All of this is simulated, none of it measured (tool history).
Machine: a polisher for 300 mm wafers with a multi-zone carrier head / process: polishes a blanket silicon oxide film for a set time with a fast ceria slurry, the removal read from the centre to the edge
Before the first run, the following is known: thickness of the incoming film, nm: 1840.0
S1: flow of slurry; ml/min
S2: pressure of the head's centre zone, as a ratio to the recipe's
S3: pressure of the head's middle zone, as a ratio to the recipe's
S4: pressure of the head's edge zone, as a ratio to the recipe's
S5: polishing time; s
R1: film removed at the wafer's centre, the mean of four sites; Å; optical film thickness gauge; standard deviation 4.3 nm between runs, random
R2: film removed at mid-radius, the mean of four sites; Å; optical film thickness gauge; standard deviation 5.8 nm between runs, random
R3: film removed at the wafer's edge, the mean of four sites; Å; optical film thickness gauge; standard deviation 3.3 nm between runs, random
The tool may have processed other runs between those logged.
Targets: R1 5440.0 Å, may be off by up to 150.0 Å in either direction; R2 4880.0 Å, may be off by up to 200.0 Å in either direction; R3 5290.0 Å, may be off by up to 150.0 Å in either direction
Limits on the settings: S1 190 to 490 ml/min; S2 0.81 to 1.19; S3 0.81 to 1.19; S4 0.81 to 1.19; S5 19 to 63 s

{"run": 1, "hour": 0.0, "S1": 315, "S2": 1.0, "S3": 1.0, "S4": 1.0, "S5": 41, "R1": 3783.1, "R2": 3856.1, "R3": 4081.7}
{"run": 2, "hour": 5.0, "S1": 270, "S2": 1.0, "S3": 1.0, "S4": 1.0, "S5": 41, "R1": 3837.0, "R2": 3886.6, "R3": 3965.3}
{"run": 3, "hour": 13.3, "S1": 270, "S2": 0.94, "S3": 1.0, "S4": 1.0, "S5": 41, "R1": 3545.8, "R2": 3829.8, "R3": 4024.1}
{"run": 4, "hour": 14.6, "S1": 270, "S2": 0.94, "S3": 1.0, "S4": 1.0, "S5": 33, "R1": 2891.7, "R2": 3121.5, "R3": 3241.9}
{"run": 5, "hour": 18.3, "S1": 290, "S2": 1.01, "S3": 1.01, "S4": 1.05, "S5": 38, "R1": 3560.7, "R2": 3602.1, "R3": 3827.5}
{"run": 6, "hour": 23.5, "S1": 290, "S2": 1.01, "S3": 1.01, "S4": 1.05, "S5": 46, "R1": 4324.0, "R2": 4253.7, "R3": 4647.3}
{"run": 7, "hour": 30.4, "S1": 310, "S2": 1.05, "S3": 1.03, "S4": 1.07, "S5": 47, "R1": 4666.7, "R2": 4523.8, "R3": 4826.2}
{"hour": 34.7, "done": "edge zone pressure recalibrated"}
{"run": 8, "hour": 34.7, "S1": 325, "S2": 1.08, "S3": 1.04, "S4": 1.09, "S5": 48, "R1": 4925.6, "R2": 4631.4, "R3": 4706.0}
{"run": 9, "hour": 43.5, "S1": 325, "S2": 1.08, "S3": 1.04, "S4": 1.09, "S5": 48, "R1": 4885.3, "R2": 4598.5, "R3": 4758.7}
{"run": 10, "hour": 49.1, "S1": 325, "S2": 1.08, "S3": 1.03, "S4": 1.1, "S5": 49, "R1": 5019.5, "R2": 4656.8, "R3": 4885.9}
{"run": 11, "hour": 56.1, "S1": 325, "S2": 1.08, "S3": 1.02, "S4": 1.11, "S5": 50, "R1": 5108.5, "R2": 4917.0, "R3": 5023.3}
{"run": 12, "hour": 60.7, "S1": 365, "S2": 1.14, "S3": 0.92, "S4": 1.19, "S5": 51, "R1": 5539.6, "R2": 4574.6, "R3": 5288.7}
{"run": 13, "hour": 64.2, "S1": 365, "S2": 1.13, "S3": 0.94, "S4": 1.19, "S5": 51, "R1": 5404.3, "R2": 4632.9, "R3": 5303.4}

Which one of the following 5 next-run settings gets every result inside its allowed miss? There is exactly one.
{"run": "A", "hour": 67.7, "S1": 350, "S2": 1.11, "S3": 0.85, "S4": 1.19, "S5": 51, "R1": "?", "R2": "?", "R3": "?"}
{"run": "B", "hour": 67.7, "S1": 285, "S2": 1.13, "S3": 1.01, "S4": 1.17, "S5": 52, "R1": "?", "R2": "?", "R3": "?"}
{"run": "C", "hour": 67.7, "S1": 305, "S2": 1.11, "S3": 0.88, "S4": 1.18, "S5": 51, "R1": "?", "R2": "?", "R3": "?"}
{"run": "D", "hour": 67.7, "S1": 360, "S2": 1.14, "S3": 0.89, "S4": 1.19, "S5": 50, "R1": "?", "R2": "?", "R3": "?"}
{"run": "E", "hour": 67.7, "S1": 385, "S2": 1.1, "S3": 0.86, "S4": 1.15, "S5": 51, "R1": "?", "R2": "?", "R3": "?"}

move=A R1=5326.5 R2=4239.1 R3=5351.8
move=B R1=5435.5 R2=4841.9 R3=5330.2
move=C R1=5264.6 R2=4302.9 R3=5282.3
move=D R1=5377.8 R2=4308.6 R3=5252.7
move=E R1=5318.4 R2=4305.9 R3=5284.6
A: lands further from the targets than the last run did
B: in spec on every target
C: lands further from the targets than the last run did
D: lands further from the targets than the last run did
E: lands further from the targets than the last run did
B is the move that brings every result within its allowed miss.
